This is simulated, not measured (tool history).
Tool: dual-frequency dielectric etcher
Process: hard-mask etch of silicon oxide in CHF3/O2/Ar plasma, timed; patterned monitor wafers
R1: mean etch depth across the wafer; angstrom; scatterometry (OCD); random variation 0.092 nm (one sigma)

Run 1, hour 0.0: source power (W) 490, bias power (W) 190, etch time (s) 14. Result: R1 258.31 angstrom.
Run 2, hour 1.6: source power (W) 490, bias power (W) 217, etch time (s) 14. Result: R1 272.27 angstrom.
Run 3, hour 4.6: source power (W) 490, bias power (W) 245, etch time (s) 14. Result: R1 285.80 angstrom.
Run 4, hour 8.0: source power (W) 450, bias power (W) 245, etch time (s) 14. Result: R1 276.84 angstrom.
Run 5, hour 12.7: source power (W) 450, bias power (W) 245, etch time (s) 14. Result: R1 275.94 angstrom.
Run 6, hour 19.8: source power (W) 410, bias power (W) 224, etch time (s) 14. Result: R1 256.86 angstrom.
Run 7, hour 28.4: source power (W) 380, bias power (W) 209, etch time (s) 14. Result: R1 242.83 angstrom.

Forecast run 8:
Run 8, hour 37.3: source power (W) 360, bias power (W) 200, etch time (s) 14. Result: R1 ?.

R1: 231.25 angstrom

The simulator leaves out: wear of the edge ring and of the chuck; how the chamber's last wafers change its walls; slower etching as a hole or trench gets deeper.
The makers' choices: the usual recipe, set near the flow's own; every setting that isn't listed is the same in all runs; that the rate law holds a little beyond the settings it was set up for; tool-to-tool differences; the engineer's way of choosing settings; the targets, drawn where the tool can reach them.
